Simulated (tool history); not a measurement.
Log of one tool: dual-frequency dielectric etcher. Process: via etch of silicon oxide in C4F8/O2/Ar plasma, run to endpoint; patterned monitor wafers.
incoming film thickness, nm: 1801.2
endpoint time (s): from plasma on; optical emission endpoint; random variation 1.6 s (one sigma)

Run 1, hour 0.0: source power (kW) 2.020, bias power (kW) 1.639. Result: endpoint time (s) 351.74.
Run 2, hour 1.0: source power (kW) 2.020, bias power (kW) 1.525. Result: endpoint time (s) 365.70.
Run 3, hour 6.4: source power (kW) 1.950, bias power (kW) 1.514. Result: endpoint time (s) 372.80.
Run 4, hour 13.6: source power (kW) 2.160, bias power (kW) 1.514. Result: endpoint time (s) 349.95.
Run 5, hour 21.4: source power (kW) 2.080, bias power (kW) 1.505. Result: endpoint time (s) 360.40.
Run 6, hour 25.6: source power (kW) 2.010, bias power (kW) 1.497. Result: endpoint time (s) 368.24.
Run 7, hour 28.4: source power (kW) 1.960, bias power (kW) 1.491. Result: endpoint time (s) 377.98.
Run 8, hour 32.4: source power (kW) 1.610, bias power (kW) 1.435. Result: endpoint time (s) 436.15.
Run 9, hour 40.5: source power (kW) 1.630, bias power (kW) 1.437. Result: endpoint time (s) 433.04.

Forecast run 10:
Run 10, hour 43.3: source power (kW) 1.630, bias power (kW) 1.437. Result: endpoint time (s) ?.

{"run 10": {"endpoint time (s)": 434.91}}

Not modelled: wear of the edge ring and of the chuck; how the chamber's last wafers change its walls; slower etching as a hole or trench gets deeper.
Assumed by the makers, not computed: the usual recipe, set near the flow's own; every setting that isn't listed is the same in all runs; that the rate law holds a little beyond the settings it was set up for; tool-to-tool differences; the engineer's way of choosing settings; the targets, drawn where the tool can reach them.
